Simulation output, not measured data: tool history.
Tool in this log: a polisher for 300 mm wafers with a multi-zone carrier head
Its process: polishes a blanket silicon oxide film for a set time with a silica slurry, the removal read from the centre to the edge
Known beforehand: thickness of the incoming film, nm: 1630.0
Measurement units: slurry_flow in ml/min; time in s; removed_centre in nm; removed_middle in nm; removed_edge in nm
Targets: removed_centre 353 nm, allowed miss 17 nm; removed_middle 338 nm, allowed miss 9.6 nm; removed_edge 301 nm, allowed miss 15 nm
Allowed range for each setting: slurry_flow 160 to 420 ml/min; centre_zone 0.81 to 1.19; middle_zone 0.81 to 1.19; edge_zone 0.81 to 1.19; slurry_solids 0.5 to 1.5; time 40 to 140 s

Run 1, hour 0: slurry_flow 270 ml/min, centre_zone 1, middle_zone 1, edge_zone 1, slurry_solids 1, time 90 s. Result: removed_centre 255.75 nm, removed_middle 257.56 nm, removed_edge 260.99 nm.
Run 2, hour 4.3: slurry_flow 270 ml/min, centre_zone 1, middle_zone 1.04, edge_zone 1, slurry_solids 1, time 90 s. Result: removed_centre 252.37 nm, removed_middle 264.36 nm, removed_edge 261.68 nm.
Run 3, hour 11.3: slurry_flow 270 ml/min, centre_zone 1, middle_zone 1.04, edge_zone 1.04, slurry_solids 1, time 90 s. Result: removed_centre 254.71 nm, removed_middle 265.85 nm, removed_edge 260.27 nm.
Run 4, hour 15.5: slurry_flow 300 ml/min, centre_zone 1, middle_zone 1.04, edge_zone 1.04, slurry_solids 1, time 90 s. Result: removed_centre 255.74 nm, removed_middle 266.73 nm, removed_edge 273.85 nm.
Run 5, hour 19: slurry_flow 300 ml/min, centre_zone 1.08, middle_zone 1.04, edge_zone 1.04, slurry_solids 1, time 90 s. Result: removed_centre 282.67 nm, removed_middle 270.41 nm, removed_edge 262.81 nm.
Run 6, hour 24.3: slurry_flow 300 ml/min, centre_zone 1.08, middle_zone 1.04, edge_zone 0.97, slurry_solids 1, time 90 s. Result: removed_centre 283.32 nm, removed_middle 266.02 nm, removed_edge 256.96 nm.
Run 7, hour 31: slurry_flow 310 ml/min, centre_zone 1.1, middle_zone 1.07, edge_zone 0.99, slurry_solids 1.1, time 90 s. Result: removed_centre 297.16 nm, removed_middle 281.92 nm, removed_edge 266.29 nm.
Run 8, hour 34.5: slurry_flow 315 ml/min, centre_zone 1.12, middle_zone 1.09, edge_zone 1, slurry_solids 1.2, time 90 s. Result: removed_centre 314.76 nm, removed_middle 300.95 nm, removed_edge 268.41 nm.
Run 9, hour 38.9: slurry_flow 325 ml/min, centre_zone 1.12, middle_zone 1.09, edge_zone 1.02, slurry_solids 1.25, time 91 s. Result: removed_centre 318.43 nm, removed_middle 308.08 nm, removed_edge 285.3 nm.

Which single option among these 5 for the next run brings every result within its allowed miss of target? Just one does.
Run A, hour 43.3: slurry_flow 250 ml/min, centre_zone 1.12, middle_zone 1.09, edge_zone 1.12, slurry_solids 1.1, time 84 s. Result: removed_centre ?, removed_middle ?, removed_edge ?.
Run B, hour 43.3: slurry_flow 330 ml/min, centre_zone 1.19, middle_zone 0.97, edge_zone 1.04, slurry_solids 1.3, time 91 s. Result: removed_centre ?, removed_middle ?, removed_edge ?.
Run C, hour 43.3: slurry_flow 350 ml/min, centre_zone 1.16, middle_zone 1.13, edge_zone 0.96, slurry_solids 1.25, time 97 s. Result: removed_centre ?, removed_middle ?, removed_edge ?.
Run D, hour 43.3: slurry_flow 265 ml/min, centre_zone 1.07, middle_zone 1.16, edge_zone 1.12, slurry_solids 1.35, time 84 s. Result: removed_centre ?, removed_middle ?, removed_edge ?.
Run E, hour 43.3: slurry_flow 360 ml/min, centre_zone 1.19, middle_zone 0.98, edge_zone 1.05, slurry_solids 1.25, time 89 s. Result: removed_centre ?, removed_middle ?, removed_edge ?.

move  removed_centre  removed_middle  removed_edge
   A          275.43          261.15        264.22
   B          344.27          277.73        297.94
   C          354.78          333.94        301.67
   D          284.49          297.73        284.89
   E          334.35          271.87        290.07
A: its largest miss is bigger than the last run's
B: its largest miss is bigger than the last run's
C: each result inside its tolerance
D: its largest miss is bigger than the last run's
E: its largest miss is bigger than the last run's
C meets every target.

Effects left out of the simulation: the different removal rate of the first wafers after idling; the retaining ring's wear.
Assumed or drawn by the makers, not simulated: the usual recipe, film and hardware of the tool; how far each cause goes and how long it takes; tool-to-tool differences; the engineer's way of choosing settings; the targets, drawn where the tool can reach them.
